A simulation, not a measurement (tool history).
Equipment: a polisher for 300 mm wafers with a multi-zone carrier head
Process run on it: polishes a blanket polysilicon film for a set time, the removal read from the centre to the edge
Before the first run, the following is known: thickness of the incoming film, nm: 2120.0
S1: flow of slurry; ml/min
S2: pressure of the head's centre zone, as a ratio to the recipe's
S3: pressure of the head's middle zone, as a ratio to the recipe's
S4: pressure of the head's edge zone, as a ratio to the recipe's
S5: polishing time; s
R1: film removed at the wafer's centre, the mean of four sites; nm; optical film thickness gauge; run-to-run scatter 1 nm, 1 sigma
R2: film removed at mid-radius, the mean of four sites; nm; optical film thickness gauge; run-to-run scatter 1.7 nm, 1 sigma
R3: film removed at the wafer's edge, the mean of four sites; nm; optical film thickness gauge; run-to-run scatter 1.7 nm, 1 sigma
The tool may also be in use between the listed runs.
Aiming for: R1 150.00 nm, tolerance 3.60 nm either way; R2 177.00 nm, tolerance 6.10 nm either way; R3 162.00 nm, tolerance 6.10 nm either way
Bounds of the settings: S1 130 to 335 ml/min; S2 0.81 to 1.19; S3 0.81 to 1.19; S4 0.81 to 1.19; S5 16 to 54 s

run 1 day=0.000 | S1=215 S2=1.00 S3=1.00 S4=1.00 S5=35 | R1=176.32 R2=176.79 R3=178.94
run 2 day=0.371 | S1=200 S2=0.97 S3=1.02 S4=0.97 S5=35 | R1=169.79 R2=182.34 R3=174.68
run 3 day=0.525 | S1=200 S2=0.97 S3=1.02 S4=1.02 S5=35 | R1=169.52 R2=177.06 R3=180.78
run 4 day=0.696 | S1=200 S2=0.97 S3=1.02 S4=1.02 S5=26 | R1=126.13 R2=132.12 R3=135.20
run 5 day=0.775 | S1=220 S2=0.97 S3=1.07 S4=1.04 S5=27 | R1=132.36 R2=146.05 R3=143.51
run 6 day=0.812 | S1=220 S2=0.97 S3=1.14 S4=1.04 S5=27 | R1=131.93 R2=155.47 R3=143.01
run 7 day=1.125 | S1=240 S2=0.98 S3=1.16 S4=1.06 S5=28 | R1=142.47 R2=165.76 R3=151.74
run 8 day=1.442 | S1=255 S2=0.98 S3=1.17 S4=1.07 S5=28 | R1=143.66 R2=167.52 R3=149.31

Exactly one of the 5 candidate moves below puts every result within its allowed miss. Which one?
run A day=1.758 | S1=180 S2=0.91 S3=1.03 S4=1.19 S5=31 | R1=? R2=? R3=?
run B day=1.758 | S1=265 S2=1.06 S3=1.09 S4=1.09 S5=27 | R1=? R2=? R3=?
run C day=1.758 | S1=220 S2=0.96 S3=1.15 S4=1.04 S5=31 | R1=? R2=? R3=?
run D day=1.758 | S1=225 S2=1.03 S3=1.18 S4=0.93 S5=27 | R1=? R2=? R3=?
run E day=1.758 | S1=335 S2=0.87 S3=1.19 S4=0.82 S5=29 | R1=? R2=? R3=?

move=A R1=136.56 R2=160.09 R3=173.32
move=B R1=147.81 R2=154.72 R3=150.36
move=C R1=149.59 R2=181.70 R3=165.50
move=D R1=140.40 R2=162.29 R3=136.90
move=E R1=133.68 R2=183.80 R3=143.67
A: the result that was furthest off in the last run now lies on the other side of its target
B: lands further from the targets than the last run did
C: hits every target within its allowed miss
D: lands further from the targets than the last run did
E: lands further from the targets than the last run did
The move that meets every target is C.

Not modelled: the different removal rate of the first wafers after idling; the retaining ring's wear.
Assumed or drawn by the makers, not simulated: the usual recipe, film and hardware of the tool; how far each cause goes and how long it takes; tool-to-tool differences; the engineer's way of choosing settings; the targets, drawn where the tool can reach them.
